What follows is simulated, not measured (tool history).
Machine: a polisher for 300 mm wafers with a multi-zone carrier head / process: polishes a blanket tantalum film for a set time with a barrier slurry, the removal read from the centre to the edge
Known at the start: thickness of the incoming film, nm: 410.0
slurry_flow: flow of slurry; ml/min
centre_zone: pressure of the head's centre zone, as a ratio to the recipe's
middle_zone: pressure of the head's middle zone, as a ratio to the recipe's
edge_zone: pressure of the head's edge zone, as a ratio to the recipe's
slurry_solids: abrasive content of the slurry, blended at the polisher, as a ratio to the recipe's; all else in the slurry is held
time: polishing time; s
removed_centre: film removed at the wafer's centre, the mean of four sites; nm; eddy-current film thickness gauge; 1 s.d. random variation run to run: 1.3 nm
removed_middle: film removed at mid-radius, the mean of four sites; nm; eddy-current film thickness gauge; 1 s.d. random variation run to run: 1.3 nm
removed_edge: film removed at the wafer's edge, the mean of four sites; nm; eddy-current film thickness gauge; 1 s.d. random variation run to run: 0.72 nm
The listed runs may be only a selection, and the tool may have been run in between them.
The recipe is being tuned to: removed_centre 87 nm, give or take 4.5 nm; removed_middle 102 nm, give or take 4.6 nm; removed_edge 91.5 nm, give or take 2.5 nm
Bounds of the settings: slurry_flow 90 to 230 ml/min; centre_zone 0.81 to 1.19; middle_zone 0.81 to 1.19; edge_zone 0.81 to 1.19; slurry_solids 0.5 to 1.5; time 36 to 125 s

run	day	slurry_flow	centre_zone	middle_zone	edge_zone	slurry_solids	time	removed_centre	removed_middle	removed_edge
1	0	150	1	1	1	1	80	108.48	108.09	112.02
2	0.308	150	1	1	1	1.15	80	110.58	112.66	115.2
3	0.429	180	1	1	1	1.15	80	115	117.87	117.87
4	0.525	210	1	1	1	1.15	80	121.52	117.54	118.97
5	0.612	210	1	0.92	1	1.15	80	118.59	110.64	120.41
6	0.7	205	0.98	0.94	0.97	1.1	79	114.02	109.63	114.39
7	1.054	200	0.95	0.95	0.95	1.05	79	109.98	112.94	112.18
8	1.142	160	0.86	0.91	0.85	0.8	76	85.549	89.528	94.856
9	1.321	165	0.86	0.93	0.84	0.8	76	87.042	95.044	94.064

Consider the 5 candidate settings below. Which is the only one whose results all fall within their allowed miss of target?
A	1.5	175	0.82	0.94	0.81	0.8	79	?	?	?
B	1.5	180	0.89	1.03	0.87	0.65	76	?	?	?
C	1.5	135	0.9	0.87	0.9	0.6	83	?	?	?
D	1.5	170	0.91	0.97	0.81	0.85	70	?	?	?
E	1.5	165	0.81	1.01	0.85	0.95	67	?	?	?

move	removed_centre	removed_middle	removed_edge
A	87.266	98.564	96.074
B	87.502	98.107	91.208
C	88.748	86.166	95.421
D	86.573	90.375	85.927
E	75.052	91.246	85.691
A: corrects the largest miss of the last run, while another result sits out of spec
B: hits every target within its allowed miss
C: lands further from the targets than the last run did
D: lands further from the targets than the last run did
E: lands further from the targets than the last run did
B meets every target.
